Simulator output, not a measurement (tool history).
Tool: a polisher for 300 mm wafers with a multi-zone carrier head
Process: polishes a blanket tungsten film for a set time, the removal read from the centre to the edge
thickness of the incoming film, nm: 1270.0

run,day,flow of slurry (ml/min),pressure of the head's centre zone,pressure of the head's middle zone,pressure of the head's edge zone,abrasive content of the slurry,polishing time (s),film removed at the wafer's centre (angstrom),film removed at mid-radius (angstrom),film removed at the wafer's edge (angstrom)
1,0.000,310,1.00,1.00,1.00,1.00,49,3059.9,2950.3,2988.4
2,0.033,315,1.01,1.00,1.02,1.05,49,3098.5,2988.1,3047.4
3,0.300,320,1.02,1.00,1.04,1.10,49,3201.7,3042.9,3120.0
4,0.367,320,1.02,1.07,1.04,1.10,49,3173.5,3216.2,3122.1
5,0.712,320,1.02,1.13,1.04,1.10,49,3151.9,3351.1,3131.0
6,0.908,325,1.03,1.11,1.06,1.10,49,3183.0,3307.8,3140.9

What will run 7 give?
7,1.250,325,1.03,1.09,1.07,1.15,49,?,?,?

Run 7 came out at film removed at the wafer's centre (angstrom) 3238.9, film removed at mid-radius (angstrom) 3275.2, film removed at the wafer's edge (angstrom) 3184.7.
